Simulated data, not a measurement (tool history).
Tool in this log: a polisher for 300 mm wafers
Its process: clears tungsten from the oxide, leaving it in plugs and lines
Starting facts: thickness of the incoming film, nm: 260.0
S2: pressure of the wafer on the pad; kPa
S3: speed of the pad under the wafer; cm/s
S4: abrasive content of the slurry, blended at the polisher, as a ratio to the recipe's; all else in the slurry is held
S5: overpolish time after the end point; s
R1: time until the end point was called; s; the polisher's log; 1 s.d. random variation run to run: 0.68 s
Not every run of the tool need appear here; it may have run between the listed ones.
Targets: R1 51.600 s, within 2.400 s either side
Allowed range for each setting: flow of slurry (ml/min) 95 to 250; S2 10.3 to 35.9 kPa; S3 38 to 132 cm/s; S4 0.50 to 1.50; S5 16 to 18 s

{"run": 1, "hour": 0.0, "flow of slurry (ml/min)": 160, "S2": 22.8, "S3": 84, "S4": 1.0, "S5": 16, "R1": 84.685}
{"run": 2, "hour": 4.1, "flow of slurry (ml/min)": 160, "S2": 22.8, "S3": 84, "S4": 1.1, "S5": 16, "R1": 83.705}
{"run": 3, "hour": 10.1, "flow of slurry (ml/min)": 160, "S2": 25.5, "S3": 84, "S4": 1.1, "S5": 16, "R1": 73.497}
{"run": 4, "hour": 13.8, "flow of slurry (ml/min)": 160, "S2": 27.6, "S3": 84, "S4": 1.1, "S5": 16, "R1": 69.976}
{"run": 5, "hour": 22.6, "flow of slurry (ml/min)": 160, "S2": 27.6, "S3": 84, "S4": 0.95, "S5": 16, "R1": 72.148}
{"run": 6, "hour": 30.9, "flow of slurry (ml/min)": 160, "S2": 27.6, "S3": 84, "S4": 1.15, "S5": 16, "R1": 66.957}
{"run": 7, "hour": 36.8, "flow of slurry (ml/min)": 160, "S2": 29.0, "S3": 84, "S4": 1.15, "S5": 16, "R1": 64.053}
{"run": 8, "hour": 41.3, "flow of slurry (ml/min)": 160, "S2": 30.3, "S3": 84, "S4": 1.15, "S5": 16, "R1": 61.824}
{"run": 9, "hour": 47.6, "flow of slurry (ml/min)": 160, "S2": 31.7, "S3": 84, "S4": 1.15, "S5": 16, "R1": 59.386}
{"run": 10, "hour": 55.0, "flow of slurry (ml/min)": 160, "S2": 31.7, "S3": 84, "S4": 1.15, "S5": 16, "R1": 59.56}
{"run": 11, "hour": 60.0, "flow of slurry (ml/min)": 160, "S2": 32.4, "S3": 84, "S4": 1.15, "S5": 16, "R1": 58.268}
{"run": 12, "hour": 62.4, "flow of slurry (ml/min)": 160, "S2": 33.1, "S3": 84, "S4": 1.15, "S5": 16, "R1": 56.354}

Which one of the following 5 next-run settings gets every result inside its allowed miss? There is exactly one.
{"run": "A", "hour": 64.8, "flow of slurry (ml/min)": 145, "S2": 31.0, "S3": 90, "S4": 0.9, "S5": 16, "R1": "?"}
{"run": "B", "hour": 64.8, "flow of slurry (ml/min)": 140, "S2": 35.9, "S3": 76, "S4": 1.1, "S5": 16, "R1": "?"}
{"run": "C", "hour": 64.8, "flow of slurry (ml/min)": 180, "S2": 29.6, "S3": 90, "S4": 1.4, "S5": 18, "R1": "?"}
{"run": "D", "hour": 64.8, "flow of slurry (ml/min)": 220, "S2": 29.6, "S3": 108, "S4": 1.2, "S5": 18, "R1": "?"}
{"run": "E", "hour": 64.8, "flow of slurry (ml/min)": 170, "S2": 34.5, "S3": 94, "S4": 0.9, "S5": 18, "R1": "?"}

move=A R1=60.818
move=B R1=59.462
move=C R1=55.419
move=D R1=47.148
move=E R1=51.521
A: its largest miss is bigger than the last run's
B: its largest miss is bigger than the last run's
C: nearer than the last run, and not there yet
D: pushes the last run's worst result past its target
E: meets every target
So the answer is move E, the one that meets all the targets.
